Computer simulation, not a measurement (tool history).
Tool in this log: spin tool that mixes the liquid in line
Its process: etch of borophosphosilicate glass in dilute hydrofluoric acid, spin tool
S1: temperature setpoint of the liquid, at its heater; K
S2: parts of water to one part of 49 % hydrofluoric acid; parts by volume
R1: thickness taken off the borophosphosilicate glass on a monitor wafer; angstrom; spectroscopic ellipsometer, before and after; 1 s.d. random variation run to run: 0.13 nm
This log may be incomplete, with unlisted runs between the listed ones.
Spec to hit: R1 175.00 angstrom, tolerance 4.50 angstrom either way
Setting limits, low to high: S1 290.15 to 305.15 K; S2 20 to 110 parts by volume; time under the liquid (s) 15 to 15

run 1 hour=0.0 | S1=297.15 S2=60 time_under_the_liquid_(s)=15 | R1=100.99
run 2 hour=1.4 | S1=297.15 S2=60 time_under_the_liquid_(s)=15 | R1=101.20
run 3 hour=2.3 | S1=299.15 S2=55 time_under_the_liquid_(s)=15 | R1=121.28
run 4 hour=2.9 | S1=299.15 S2=55 time_under_the_liquid_(s)=15 | R1=122.31
run 5 hour=10.1 | S1=300.65 S2=55 time_under_the_liquid_(s)=15 | R1=128.45
run 6 hour=14.9 | S1=300.65 S2=55 time_under_the_liquid_(s)=15 | R1=130.86
run 7 hour=20.6 | S1=302.15 S2=55 time_under_the_liquid_(s)=15 | R1=136.65
run 8 hour=26.9 | S1=302.15 S2=55 time_under_the_liquid_(s)=15 | R1=138.43
run 9 hour=31.2 | S1=303.15 S2=55 time_under_the_liquid_(s)=15 | R1=143.70
run 10 hour=38.4 | S1=303.65 S2=55 time_under_the_liquid_(s)=15 | R1=142.42
run 11 hour=47.0 | S1=304.15 S2=55 time_under_the_liquid_(s)=15 | R1=147.89
run 12 hour=53.5 | S1=304.65 S2=55 time_under_the_liquid_(s)=15 | R1=150.94
run 13 hour=56.4 | S1=305.15 S2=50 time_under_the_liquid_(s)=15 | R1=171.37
run 14 hour=57.1 | S1=304.65 S2=50 time_under_the_liquid_(s)=15 | R1=167.47
run 15 hour=62.9 | S1=305.15 S2=50 time_under_the_liquid_(s)=15 | R1=167.61
run 16 hour=71.6 | S1=305.15 S2=45 time_under_the_liquid_(s)=15 | R1=190.29
run 17 hour=78.8 | S1=304.65 S2=45 time_under_the_liquid_(s)=15 | R1=185.67
run 18 hour=81.7 | S1=304.15 S2=45 time_under_the_liquid_(s)=15 | R1=183.89
run 19 hour=84.8 | S1=303.65 S2=45 time_under_the_liquid_(s)=15 | R1=181.10

Exercise: of the 4 proposed moves below, exactly one satisfies all targets within the stated allowed misses. Which move is it?
run A hour=87.9 | S1=302.15 S2=40 time_under_the_liquid_(s)=15 | R1=?
run B hour=87.9 | S1=298.15 S2=35 time_under_the_liquid_(s)=15 | R1=?
run C hour=87.9 | S1=302.65 S2=45 time_under_the_liquid_(s)=15 | R1=?
run D hour=87.9 | S1=304.15 S2=45 time_under_the_liquid_(s)=15 | R1=?

move=A R1=191.10
move=B R1=186.98
move=C R1=171.96
move=D R1=182.41
A: further off than the last run
B: further off than the last run
C: all results land within tolerance of their targets
D: further off than the last run
Move C is the one to make.
